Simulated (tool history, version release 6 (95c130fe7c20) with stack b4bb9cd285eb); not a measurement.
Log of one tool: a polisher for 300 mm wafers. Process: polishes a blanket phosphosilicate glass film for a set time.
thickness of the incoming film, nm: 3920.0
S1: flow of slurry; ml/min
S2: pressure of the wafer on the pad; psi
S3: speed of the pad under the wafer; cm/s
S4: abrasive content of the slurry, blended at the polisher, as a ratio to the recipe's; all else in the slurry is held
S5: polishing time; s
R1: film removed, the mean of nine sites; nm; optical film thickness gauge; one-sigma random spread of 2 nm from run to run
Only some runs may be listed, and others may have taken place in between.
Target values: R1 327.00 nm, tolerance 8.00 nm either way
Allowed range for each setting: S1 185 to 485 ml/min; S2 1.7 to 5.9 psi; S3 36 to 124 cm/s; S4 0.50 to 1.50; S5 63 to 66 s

run,day,S1,S2,S3,S4,S5,R1
1,0.000,310,3.8,80,1.00,63,576.69
2,0.121,310,3.1,80,1.00,63,476.89
3,0.317,310,3.1,80,1.00,66,497.26
4,0.383,310,3.1,64,1.00,66,409.09
5,0.512,385,3.1,64,1.00,66,420.85
6,0.558,385,3.0,64,1.00,66,407.08
7,0.858,385,2.9,64,1.00,66,396.75
8,1.150,385,2.9,64,1.00,66,390.03
9,1.329,385,2.8,64,1.00,66,379.66
10,1.700,385,2.7,64,1.00,66,374.69
11,1.975,385,2.6,64,1.00,66,355.80

Of the 5 settings listed for the next run, only one would bring every result within its allowed miss of target. Which one?
A,2.250,350,2.7,58,0.85,66,?
B,2.250,375,2.8,62,1.20,66,?
C,2.250,380,2.8,54,1.05,63,?
D,2.250,395,2.4,70,1.05,63,?
E,2.250,415,2.3,56,1.25,63,?

move,R1
A,306.13
B,407.27
C,325.69
D,346.79
E,304.72
A: the result that was furthest off in the last run now lies on the other side of its target
B: moves away from the targets compared with the last run
C: in spec on every target
D: nearer than the last run, and not there yet
E: the result that was furthest off in the last run now lies on the other side of its target
Correct choice: C, which meets every target
